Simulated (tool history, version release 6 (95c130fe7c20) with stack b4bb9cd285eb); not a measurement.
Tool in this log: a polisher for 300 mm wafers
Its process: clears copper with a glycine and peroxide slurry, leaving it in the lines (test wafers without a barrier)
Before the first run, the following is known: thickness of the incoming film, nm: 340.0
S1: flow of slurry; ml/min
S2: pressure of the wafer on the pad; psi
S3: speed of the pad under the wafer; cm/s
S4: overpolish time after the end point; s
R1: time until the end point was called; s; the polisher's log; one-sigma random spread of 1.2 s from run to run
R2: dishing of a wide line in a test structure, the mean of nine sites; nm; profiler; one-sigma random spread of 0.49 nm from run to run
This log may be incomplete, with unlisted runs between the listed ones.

run  hour   S1   S2   S3  S4      R1      R2
  1   0.0  120  2.8   86   8  75.844  24.997
  2   2.8  120  2.8   86  11  77.138  32.900
  3   7.1  120  2.8   86   7  76.225  22.525
  4  15.5  110  3.0   90   9  73.014  29.570
  5  16.1  110  3.0   98   9  68.263  30.866
  6  17.8   85  3.0   98   9  74.251  29.505
  7  22.6   85  3.3   98  10  65.687  33.623
  8  24.4   80  3.2  116  13  66.071  43.908

What will run 9 give?
  9  26.7  85  3.2  116  13   ?   ?

{"run 9": {"R1": 63.608, "R2": 43.011}}
